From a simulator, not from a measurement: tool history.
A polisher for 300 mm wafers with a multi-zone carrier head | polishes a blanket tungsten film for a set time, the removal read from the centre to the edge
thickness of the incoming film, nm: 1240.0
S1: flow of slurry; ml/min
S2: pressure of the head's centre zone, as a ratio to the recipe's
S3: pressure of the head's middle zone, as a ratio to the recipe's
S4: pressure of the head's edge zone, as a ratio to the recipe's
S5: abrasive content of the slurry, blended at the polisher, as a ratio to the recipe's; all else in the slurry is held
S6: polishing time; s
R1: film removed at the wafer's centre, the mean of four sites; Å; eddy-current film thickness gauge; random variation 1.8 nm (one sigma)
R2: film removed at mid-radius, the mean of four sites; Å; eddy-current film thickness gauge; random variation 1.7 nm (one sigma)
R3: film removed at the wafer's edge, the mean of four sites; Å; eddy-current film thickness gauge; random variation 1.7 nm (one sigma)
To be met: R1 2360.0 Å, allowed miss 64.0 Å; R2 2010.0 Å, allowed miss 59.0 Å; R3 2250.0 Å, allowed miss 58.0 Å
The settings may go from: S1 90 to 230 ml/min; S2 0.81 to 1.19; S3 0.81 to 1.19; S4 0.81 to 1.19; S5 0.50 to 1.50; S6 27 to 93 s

{"run": 1, "hour": 0.0, "S1": 150, "S2": 1.0, "S3": 1.0, "S4": 1.0, "S5": 1.0, "S6": 59, "R1": 3438.8, "R2": 3305.9, "R3": 3464.3}
{"run": 2, "hour": 1.5, "S1": 150, "S2": 1.0, "S3": 1.0, "S4": 1.0, "S5": 0.9, "S6": 59, "R1": 3345.8, "R2": 3259.3, "R3": 3406.5}
{"run": 3, "hour": 7.5, "S1": 145, "S2": 1.0, "S3": 0.98, "S4": 0.98, "S5": 0.85, "S6": 57, "R1": 3193.1, "R2": 3072.7, "R3": 3217.7}
{"run": 4, "hour": 9.3, "S1": 145, "S2": 1.0, "S3": 1.02, "S4": 0.98, "S5": 0.85, "S6": 57, "R1": 3175.5, "R2": 3151.5, "R3": 3188.3}
{"run": 5, "hour": 11.1, "S1": 130, "S2": 1.0, "S3": 1.02, "S4": 0.98, "S5": 0.85, "S6": 57, "R1": 3084.0, "R2": 3070.3, "R3": 3092.7}
{"run": 6, "hour": 16.8, "S1": 125, "S2": 1.0, "S3": 1.0, "S4": 0.97, "S5": 0.8, "S6": 56, "R1": 2961.9, "R2": 2922.6, "R3": 3002.1}
{"run": 7, "hour": 23.7, "S1": 125, "S2": 1.01, "S3": 0.98, "S4": 0.96, "S5": 0.75, "S6": 55, "R1": 2862.4, "R2": 2748.3, "R3": 2870.3}
{"run": 8, "hour": 25.0, "S1": 120, "S2": 1.01, "S3": 0.97, "S4": 0.95, "S5": 0.7, "S6": 55, "R1": 2802.6, "R2": 2683.4, "R3": 2818.5}
{"run": 9, "hour": 32.3, "S1": 120, "S2": 1.01, "S3": 0.96, "S4": 0.94, "S5": 0.7, "S6": 54, "R1": 2764.0, "R2": 2620.0, "R3": 2775.5}
{"run": 10, "hour": 40.0, "S1": 120, "S2": 1.01, "S3": 0.95, "S4": 0.93, "S5": 0.7, "S6": 53, "R1": 2707.8, "R2": 2523.1, "R3": 2656.4}
{"run": 11, "hour": 48.4, "S1": 115, "S2": 1.01, "S3": 0.94, "S4": 0.92, "S5": 0.7, "S6": 53, "R1": 2649.9, "R2": 2451.9, "R3": 2681.7}
{"run": 12, "hour": 50.1, "S1": 150, "S2": 1.04, "S3": 0.87, "S4": 0.86, "S5": 0.5, "S6": 44, "R1": 2306.1, "R2": 1939.6, "R3": 2117.0}
{"run": 13, "hour": 52.0, "S1": 150, "S2": 1.04, "S3": 0.87, "S4": 0.87, "S5": 0.5, "S6": 44, "R1": 2324.0, "R2": 1955.3, "R3": 2115.8}

Which of these 4 next moves meets every target?
{"run": "A", "hour": 53.9, "S1": 110, "S2": 0.97, "S3": 0.81, "S4": 0.97, "S5": 0.55, "S6": 47, "R1": "?", "R2": "?", "R3": "?"}
{"run": "B", "hour": 53.9, "S1": 130, "S2": 0.98, "S3": 0.84, "S4": 0.84, "S5": 0.5, "S6": 49, "R1": "?", "R2": "?", "R3": "?"}
{"run": "C", "hour": 53.9, "S1": 165, "S2": 1.01, "S3": 0.81, "S4": 0.93, "S5": 0.55, "S6": 44, "R1": "?", "R2": "?", "R3": "?"}
{"run": "D", "hour": 53.9, "S1": 180, "S2": 1.19, "S3": 0.88, "S4": 0.81, "S5": 0.75, "S6": 37, "R1": "?", "R2": "?", "R3": "?"}

move=A R1=2191.2 R2=1823.9 R3=2297.2
move=B R1=2386.2 R2=2016.4 R3=2274.2
move=C R1=2364.4 R2=1881.3 R3=2257.5
move=D R1=2448.4 R2=1821.3 R3=1909.8
A: brings the result that was furthest off to its target, and leaves another outside
B: meets every target
C: brings the result that was furthest off to its target, and leaves another outside
D: further off than the last run
Move B is the one to make.
